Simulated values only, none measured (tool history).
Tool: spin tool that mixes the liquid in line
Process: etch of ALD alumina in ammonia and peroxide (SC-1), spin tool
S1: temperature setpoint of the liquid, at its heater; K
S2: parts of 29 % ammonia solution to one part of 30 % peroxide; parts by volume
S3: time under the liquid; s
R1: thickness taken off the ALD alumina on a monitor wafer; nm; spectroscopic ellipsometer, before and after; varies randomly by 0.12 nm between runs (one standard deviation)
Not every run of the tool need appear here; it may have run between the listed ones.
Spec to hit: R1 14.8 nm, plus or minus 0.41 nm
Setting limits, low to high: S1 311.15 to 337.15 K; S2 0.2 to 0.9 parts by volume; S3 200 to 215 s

run	hour	S1	S2	S3	R1
1	0	321.15	0.5	200	7.0667
2	3.2	327.15	0.5	200	9.7889
3	10.8	328.15	0.5	200	10.387
4	18.9	328.15	0.35	200	9.9028
5	20.4	328.15	0.35	215	10.861
6	26.3	329.15	0.35	215	11.34
7	29.3	330.15	0.35	215	11.971
8	34.6	330.65	0.35	215	12.224
9	40.8	331.15	0.35	215	12.537
10	47.8	331.65	0.35	215	12.907
11	51.5	332.15	0.35	215	13.242
12	58.4	332.65	0.35	215	13.525

5 candidate next runs follow, results not yet known. Just one meets every target within its allowed miss. Identify it.
A	65.3	336.65	0.5	200	?
B	65.3	335.15	0.35	205	?
C	65.3	331.15	0.4	215	?
D	65.3	336.65	0.25	210	?
E	65.3	331.15	0.3	215	?

move	R1
A	15.91
B	14.62
C	12.644
D	15.646
E	12.304
A: takes the result that was furthest off past its target
B: in spec on every target
C: its largest miss is bigger than the last run's
D: takes the result that was furthest off past its target
E: its largest miss is bigger than the last run's
Correct choice: B, which meets every target

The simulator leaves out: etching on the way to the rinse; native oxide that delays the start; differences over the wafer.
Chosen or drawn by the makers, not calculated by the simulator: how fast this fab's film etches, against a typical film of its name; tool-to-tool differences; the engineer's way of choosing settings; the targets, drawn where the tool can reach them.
